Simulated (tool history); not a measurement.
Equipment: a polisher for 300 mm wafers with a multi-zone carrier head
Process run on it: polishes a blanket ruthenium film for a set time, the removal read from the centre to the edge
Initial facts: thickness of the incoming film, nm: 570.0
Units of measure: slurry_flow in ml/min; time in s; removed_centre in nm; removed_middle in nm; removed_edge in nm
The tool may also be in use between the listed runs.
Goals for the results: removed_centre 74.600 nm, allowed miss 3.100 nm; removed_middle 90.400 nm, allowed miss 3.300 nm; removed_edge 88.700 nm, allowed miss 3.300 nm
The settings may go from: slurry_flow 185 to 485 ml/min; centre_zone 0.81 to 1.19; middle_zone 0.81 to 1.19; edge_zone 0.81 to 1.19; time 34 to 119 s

run 1 hour=0.0 | slurry_flow=310 centre_zone=1.00 middle_zone=1.00 edge_zone=1.00 time=76 | removed_centre=118.600 removed_middle=120.510 removed_edge=127.580
run 2 hour=1.0 | slurry_flow=305 centre_zone=0.95 middle_zone=1.00 edge_zone=0.96 time=69 | removed_centre=105.410 removed_middle=111.050 removed_edge=112.970
run 3 hour=3.8 | slurry_flow=305 centre_zone=0.95 middle_zone=0.96 edge_zone=0.96 time=69 | removed_centre=105.710 removed_middle=107.250 removed_edge=116.270
run 4 hour=9.3 | slurry_flow=305 centre_zone=0.95 middle_zone=0.96 edge_zone=0.96 time=56 | removed_centre=85.922 removed_middle=88.615 removed_edge=90.514
run 5 hour=17.0 | slurry_flow=305 centre_zone=0.95 middle_zone=0.96 edge_zone=1.01 time=56 | removed_centre=84.664 removed_middle=86.547 removed_edge=94.810
run 6 hour=25.0 | slurry_flow=235 centre_zone=0.95 middle_zone=0.96 edge_zone=1.01 time=56 | removed_centre=82.700 removed_middle=84.131 removed_edge=91.839
run 7 hour=32.9 | slurry_flow=235 centre_zone=0.92 middle_zone=0.99 edge_zone=1.00 time=55 | removed_centre=78.466 removed_middle=84.160 removed_edge=88.560
run 8 hour=37.4 | slurry_flow=240 centre_zone=0.90 middle_zone=1.01 edge_zone=1.00 time=55 | removed_centre=78.244 removed_middle=84.717 removed_edge=90.672

Which single option among these 4 for the next run brings every result within its allowed miss of target? Just one does.
run A hour=41.9 | slurry_flow=285 centre_zone=0.84 middle_zone=1.07 edge_zone=1.03 time=48 | removed_centre=? removed_middle=? removed_edge=?
run B hour=41.9 | slurry_flow=275 centre_zone=0.85 middle_zone=1.09 edge_zone=0.98 time=53 | removed_centre=? removed_middle=? removed_edge=?
run C hour=41.9 | slurry_flow=205 centre_zone=1.03 middle_zone=1.01 edge_zone=1.14 time=52 | removed_centre=? removed_middle=? removed_edge=?
run D hour=41.9 | slurry_flow=260 centre_zone=0.94 middle_zone=1.05 edge_zone=0.97 time=50 | removed_centre=? removed_middle=? removed_edge=?

move=A removed_centre=65.307 removed_middle=79.230 removed_edge=83.529
move=B removed_centre=72.439 removed_middle=88.346 removed_edge=89.787
move=C removed_centre=78.726 removed_middle=78.980 removed_edge=92.355
move=D removed_centre=73.088 removed_middle=80.570 removed_edge=83.938
A: the biggest miss grows against the last run
B: every result within its allowed miss
C: the biggest miss grows against the last run
D: the biggest miss grows against the last run
So the answer is move B, the one that meets all the targets.

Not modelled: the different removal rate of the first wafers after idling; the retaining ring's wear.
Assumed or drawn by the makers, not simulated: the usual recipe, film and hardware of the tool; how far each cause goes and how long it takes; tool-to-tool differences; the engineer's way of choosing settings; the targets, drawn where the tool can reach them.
